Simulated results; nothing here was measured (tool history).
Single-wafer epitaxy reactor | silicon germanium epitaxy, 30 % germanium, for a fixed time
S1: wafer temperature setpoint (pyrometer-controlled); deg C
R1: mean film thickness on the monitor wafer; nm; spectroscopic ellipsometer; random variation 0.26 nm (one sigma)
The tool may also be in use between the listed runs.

run 1 day=0 | S1=585 chamber_pressure_(mTorr)=23200 | R1=46.652
run 2 day=0.188 | S1=585 chamber_pressure_(mTorr)=21200 | R1=44.751
run 3 day=0.217 | S1=577 chamber_pressure_(mTorr)=21200 | R1=37.729
run 4 day=0.288 | S1=581 chamber_pressure_(mTorr)=21300 | R1=41.231
run 5 day=0.617 | S1=584 chamber_pressure_(mTorr)=21400 | R1=44.371
run 6 day=0.662 | S1=586 chamber_pressure_(mTorr)=21500 | R1=46.393

The next listed run, before its measurement:
run 7 day=0.704 | S1=588 chamber_pressure_(mTorr)=21600 | R1=?

R1: 48.541 nm

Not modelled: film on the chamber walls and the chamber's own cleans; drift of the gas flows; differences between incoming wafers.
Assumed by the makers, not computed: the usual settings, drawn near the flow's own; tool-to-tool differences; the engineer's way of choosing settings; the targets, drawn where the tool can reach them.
